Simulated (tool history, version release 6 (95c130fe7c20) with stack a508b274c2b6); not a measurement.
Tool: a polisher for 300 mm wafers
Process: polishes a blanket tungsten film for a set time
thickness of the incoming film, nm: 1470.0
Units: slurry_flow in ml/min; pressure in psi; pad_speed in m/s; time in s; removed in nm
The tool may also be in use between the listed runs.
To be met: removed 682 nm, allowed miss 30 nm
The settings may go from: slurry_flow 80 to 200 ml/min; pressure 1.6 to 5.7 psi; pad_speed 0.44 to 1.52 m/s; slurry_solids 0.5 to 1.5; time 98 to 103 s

Run 1, hour 0: slurry_flow 130 ml/min, pressure 3.6 psi, pad_speed 0.98 m/s, slurry_solids 1, time 98 s. Result: removed 431.69 nm.
Run 2, hour 6.8: slurry_flow 130 ml/min, pressure 3.6 psi, pad_speed 0.98 m/s, slurry_solids 0.8, time 98 s. Result: removed 381.65 nm.
Run 3, hour 10.7: slurry_flow 130 ml/min, pressure 4 psi, pad_speed 0.98 m/s, slurry_solids 0.8, time 98 s. Result: removed 416.14 nm.
Run 4, hour 12: slurry_flow 130 ml/min, pressure 4.4 psi, pad_speed 1 m/s, slurry_solids 0.8, time 98 s. Result: removed 471.99 nm.
Run 5, hour 13.4: slurry_flow 130 ml/min, pressure 4.4 psi, pad_speed 1 m/s, slurry_solids 0.65, time 98 s. Result: removed 433.39 nm.
Run 6, hour 18: slurry_flow 145 ml/min, pressure 4.4 psi, pad_speed 1 m/s, slurry_solids 0.65, time 98 s. Result: removed 435.8 nm.
Run 7, hour 24.6: slurry_flow 145 ml/min, pressure 4.7 psi, pad_speed 1.02 m/s, slurry_solids 0.65, time 98 s. Result: removed 474.43 nm.
Run 8, hour 27.5: slurry_flow 145 ml/min, pressure 4.9 psi, pad_speed 1.04 m/s, slurry_solids 0.65, time 98 s. Result: removed 504.15 nm.
Run 9, hour 32.6: slurry_flow 155 ml/min, pressure 5.7 psi, pad_speed 1.14 m/s, slurry_solids 0.65, time 98 s. Result: removed 638 nm.
Run 10, hour 40.3: slurry_flow 155 ml/min, pressure 5.7 psi, pad_speed 1.16 m/s, slurry_solids 0.65, time 98 s. Result: removed 640.36 nm.

Which of these 5 next moves meets every target?
Run A, hour 48: slurry_flow 150 ml/min, pressure 5.5 psi, pad_speed 1.04 m/s, slurry_solids 0.75, time 98 s. Result: removed ?.
Run B, hour 48: slurry_flow 175 ml/min, pressure 4.9 psi, pad_speed 1.14 m/s, slurry_solids 0.7, time 98 s. Result: removed ?.
Run C, hour 48: slurry_flow 180 ml/min, pressure 5.3 psi, pad_speed 1.14 m/s, slurry_solids 0.7, time 98 s. Result: removed ?.
Run D, hour 48: slurry_flow 170 ml/min, pressure 4.9 psi, pad_speed 1.1 m/s, slurry_solids 0.9, time 98 s. Result: removed ?.
Run E, hour 48: slurry_flow 150 ml/min, pressure 5.3 psi, pad_speed 1.42 m/s, slurry_solids 0.5, time 103 s. Result: removed ?.

move  removed
   A   596.32
   B   586.78
   C   632.03
   D   622.85
   E   675.31
A: further off than the last run
B: further off than the last run
C: further off than the last run
D: further off than the last run
E: meets every target
Answer: E
